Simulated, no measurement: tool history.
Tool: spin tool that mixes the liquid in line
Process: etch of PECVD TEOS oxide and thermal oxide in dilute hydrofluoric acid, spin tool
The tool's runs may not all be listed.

| run | hour | temperature setpoint of the liquid (K) | parts of water to one part of 49 % hydrofluoric acid (parts by volume) | time under the liquid (s) | thickness taken off the PECVD TEOS oxide on a monitor wafer (Å) | thickness taken off the thermal oxide on a monitor wafer (Å) |
|---|---|---|---|---|---|---|
| 1 | 0.0 | 294.15 | 105 | 125 | 219.62 | 50.726 |
| 2 | 2.2 | 294.15 | 105 | 95 | 168.10 | 39.057 |
| 3 | 3.1 | 293.15 | 105 | 95 | 161.02 | 37.482 |
| 4 | 4.4 | 293.15 | 80 | 95 | 217.59 | 50.035 |
| 5 | 13.0 | 293.15 | 105 | 95 | 160.25 | 37.639 |
| 6 | 18.2 | 292.65 | 105 | 95 | 155.59 | 36.850 |
| 7 | 22.2 | 292.15 | 110 | 95 | 147.21 | 34.026 |

The next listed run, before its measurement:
| 8 | 22.9 | 291.65 | 110 | 95 | ? | ? |

{"run 8": {"thickness taken off the PECVD TEOS oxide on a monitor wafer (Å)": 142.47, "thickness taken off the thermal oxide on a monitor wafer (Å)": 33.134}}
